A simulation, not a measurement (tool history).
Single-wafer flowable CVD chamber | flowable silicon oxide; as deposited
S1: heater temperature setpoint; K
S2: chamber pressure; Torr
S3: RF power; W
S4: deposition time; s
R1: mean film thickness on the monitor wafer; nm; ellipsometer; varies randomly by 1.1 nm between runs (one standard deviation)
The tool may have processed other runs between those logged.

run,day,S1,S2,S3,S4,R1
1,0.000,368.15,0.876,1755,698,546.24
2,0.179,379.15,0.876,1755,698,360.73
3,0.242,379.15,0.876,1755,663,340.47
4,0.588,379.15,0.876,1585,663,334.69
5,0.796,379.15,0.876,1585,663,332.11
6,1.042,377.15,0.876,1585,663,358.51
7,1.312,376.15,0.876,1585,663,373.32

Predict the results of run 8:
8,1.429,375.15,0.876,1585,663,?

Run 8 gave R1 386.43 nm.

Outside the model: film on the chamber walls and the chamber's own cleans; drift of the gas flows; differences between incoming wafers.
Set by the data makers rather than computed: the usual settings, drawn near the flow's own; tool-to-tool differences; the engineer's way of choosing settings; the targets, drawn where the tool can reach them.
